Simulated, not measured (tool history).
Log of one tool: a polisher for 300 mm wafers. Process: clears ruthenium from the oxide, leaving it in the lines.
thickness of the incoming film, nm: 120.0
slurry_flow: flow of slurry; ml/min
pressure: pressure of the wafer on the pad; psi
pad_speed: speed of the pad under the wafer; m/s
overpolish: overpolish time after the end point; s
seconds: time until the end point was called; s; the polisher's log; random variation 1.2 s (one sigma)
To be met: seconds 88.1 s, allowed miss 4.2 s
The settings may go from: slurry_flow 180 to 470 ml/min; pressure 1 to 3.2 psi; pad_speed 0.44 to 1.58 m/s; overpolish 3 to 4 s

Run 1, hour 0: slurry_flow 300 ml/min, pressure 2.1 psi, pad_speed 1 m/s, overpolish 4 s. Result: seconds 131.16 s.
Run 2, hour 2.1: slurry_flow 300 ml/min, pressure 2.1 psi, pad_speed 1 m/s, overpolish 3 s. Result: seconds 129.08 s.
Run 3, hour 5.3: slurry_flow 300 ml/min, pressure 2.1 psi, pad_speed 0.88 m/s, overpolish 3 s. Result: seconds 146.53 s.
Run 4, hour 8.8: slurry_flow 300 ml/min, pressure 2.4 psi, pad_speed 0.9 m/s, overpolish 3 s. Result: seconds 128.98 s.
Run 5, hour 15.4: slurry_flow 335 ml/min, pressure 2.4 psi, pad_speed 0.9 m/s, overpolish 3 s. Result: seconds 126.81 s.
Run 6, hour 21.4: slurry_flow 335 ml/min, pressure 2.4 psi, pad_speed 0.9 m/s, overpolish 4 s. Result: seconds 132.37 s.
Run 7, hour 22.7: slurry_flow 335 ml/min, pressure 2.6 psi, pad_speed 0.94 m/s, overpolish 4 s. Result: seconds 113.77 s.
Run 8, hour 26: slurry_flow 335 ml/min, pressure 2.8 psi, pad_speed 0.94 m/s, overpolish 4 s. Result: seconds 106.73 s.
Run 9, hour 28.7: slurry_flow 335 ml/min, pressure 2.9 psi, pad_speed 0.96 m/s, overpolish 4 s. Result: seconds 100.8 s.

4 next moves are on the table. One of them brings every result within its allowed miss. Which?
Run A, hour 31.4: slurry_flow 330 ml/min, pressure 3 psi, pad_speed 1.04 m/s, overpolish 4 s. Result: seconds ?.
Run B, hour 31.4: slurry_flow 315 ml/min, pressure 2.8 psi, pad_speed 1.26 m/s, overpolish 4 s. Result: seconds ?.
Run C, hour 31.4: slurry_flow 355 ml/min, pressure 3.1 psi, pad_speed 0.86 m/s, overpolish 3 s. Result: seconds ?.
Run D, hour 31.4: slurry_flow 320 ml/min, pressure 3 psi, pad_speed 1.14 m/s, overpolish 4 s. Result: seconds ?.

move  seconds
   A   87.649
   B   77.981
   C   101.64
   D   80.295
A: meets every target
B: takes the result that was furthest off past its target
C: further off than the last run
D: takes the result that was furthest off past its target
The right move is A.
